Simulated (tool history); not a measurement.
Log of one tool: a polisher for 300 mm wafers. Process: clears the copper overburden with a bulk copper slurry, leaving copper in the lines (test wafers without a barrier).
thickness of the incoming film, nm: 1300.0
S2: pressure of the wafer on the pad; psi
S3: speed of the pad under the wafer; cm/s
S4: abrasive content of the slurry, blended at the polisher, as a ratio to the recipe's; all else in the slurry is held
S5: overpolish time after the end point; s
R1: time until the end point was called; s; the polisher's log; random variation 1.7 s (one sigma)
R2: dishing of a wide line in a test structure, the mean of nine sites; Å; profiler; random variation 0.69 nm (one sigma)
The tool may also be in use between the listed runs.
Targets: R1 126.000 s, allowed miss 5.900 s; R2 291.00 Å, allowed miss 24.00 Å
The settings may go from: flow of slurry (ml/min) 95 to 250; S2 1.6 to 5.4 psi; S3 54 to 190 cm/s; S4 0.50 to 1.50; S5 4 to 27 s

run 1 hour=0.0 | flow_of_slurry_(ml/min)=160 S2=3.5 S3=122 S4=1.00 S5=14 | R1=88.206 R2=1048.60
run 2 hour=2.7 | flow_of_slurry_(ml/min)=160 S2=3.5 S3=94 S4=1.00 S5=14 | R1=111.700 R2=895.06
run 3 hour=4.0 | flow_of_slurry_(ml/min)=160 S2=3.5 S3=94 S4=0.90 S5=14 | R1=113.970 R2=875.91
run 4 hour=12.2 | flow_of_slurry_(ml/min)=185 S2=3.0 S3=104 S4=0.80 S5=11 | R1=125.430 R2=705.09
run 5 hour=13.2 | flow_of_slurry_(ml/min)=185 S2=3.0 S3=84 S4=0.80 S5=11 | R1=152.450 R2=594.15
run 6 hour=19.2 | flow_of_slurry_(ml/min)=205 S2=3.1 S3=84 S4=0.75 S5=9 | R1=150.820 R2=528.42
run 7 hour=21.6 | flow_of_slurry_(ml/min)=215 S2=3.5 S3=76 S4=0.70 S5=8 | R1=149.040 R2=474.16
run 8 hour=26.1 | flow_of_slurry_(ml/min)=225 S2=3.9 S3=70 S4=0.65 S5=7 | R1=145.710 R2=406.07
run 9 hour=32.5 | flow_of_slurry_(ml/min)=230 S2=4.3 S3=66 S4=0.60 S5=6 | R1=143.270 R2=380.55
run 10 hour=40.9 | flow_of_slurry_(ml/min)=235 S2=4.6 S3=62 S4=0.55 S5=5 | R1=151.540 R2=299.47
run 11 hour=47.3 | flow_of_slurry_(ml/min)=235 S2=4.8 S3=64 S4=0.55 S5=5 | R1=139.860 R2=327.68
run 12 hour=54.2 | flow_of_slurry_(ml/min)=240 S2=5.0 S3=64 S4=0.55 S5=5 | R1=133.090 R2=343.22
run 13 hour=59.7 | flow_of_slurry_(ml/min)=245 S2=5.1 S3=64 S4=0.55 S5=5 | R1=129.620 R2=351.04
run 14 hour=63.0 | flow_of_slurry_(ml/min)=230 S2=5.2 S3=64 S4=0.55 S5=5 | R1=130.650 R2=350.71
run 15 hour=68.7 | flow_of_slurry_(ml/min)=235 S2=5.3 S3=64 S4=0.55 S5=5 | R1=128.250 R2=360.05
-- hour=74.4 head pressure recalibrated
run 16 hour=74.4 | flow_of_slurry_(ml/min)=240 S2=5.3 S3=64 S4=0.55 S5=5 | R1=120.690 R2=384.93
run 17 hour=81.6 | flow_of_slurry_(ml/min)=245 S2=5.3 S3=62 S4=0.55 S5=5 | R1=127.750 R2=368.93
run 18 hour=89.2 | flow_of_slurry_(ml/min)=215 S2=5.3 S3=66 S4=0.55 S5=5 | R1=119.860 R2=386.01
run 19 hour=90.5 | flow_of_slurry_(ml/min)=250 S2=4.3 S3=98 S4=0.60 S5=4 | R1=95.109 R2=402.18

5 next moves are on the table. One of them brings every result within its allowed miss. Which?
run A hour=91.8 | flow_of_slurry_(ml/min)=250 S2=4.3 S3=78 S4=0.50 S5=4 | R1=? R2=?
run B hour=91.8 | flow_of_slurry_(ml/min)=240 S2=3.7 S3=66 S4=0.70 S5=8 | R1=? R2=?
run C hour=91.8 | flow_of_slurry_(ml/min)=230 S2=3.9 S3=80 S4=0.50 S5=4 | R1=? R2=?
run D hour=91.8 | flow_of_slurry_(ml/min)=250 S2=4.5 S3=108 S4=0.60 S5=6 | R1=? R2=?
run E hour=91.8 | flow_of_slurry_(ml/min)=200 S2=4.1 S3=62 S4=0.75 S5=11 | R1=? R2=?

move=A R1=127.720 R2=294.39
move=B R1=149.820 R2=470.65
move=C R1=138.260 R2=273.02
move=D R1=82.034 R2=618.51
move=E R1=143.610 R2=638.65
A: meets every target
B: takes the result that was furthest off past its target
C: takes the result that was furthest off past its target
D: further off than the last run
E: takes the result that was furthest off past its target
The right move is A.

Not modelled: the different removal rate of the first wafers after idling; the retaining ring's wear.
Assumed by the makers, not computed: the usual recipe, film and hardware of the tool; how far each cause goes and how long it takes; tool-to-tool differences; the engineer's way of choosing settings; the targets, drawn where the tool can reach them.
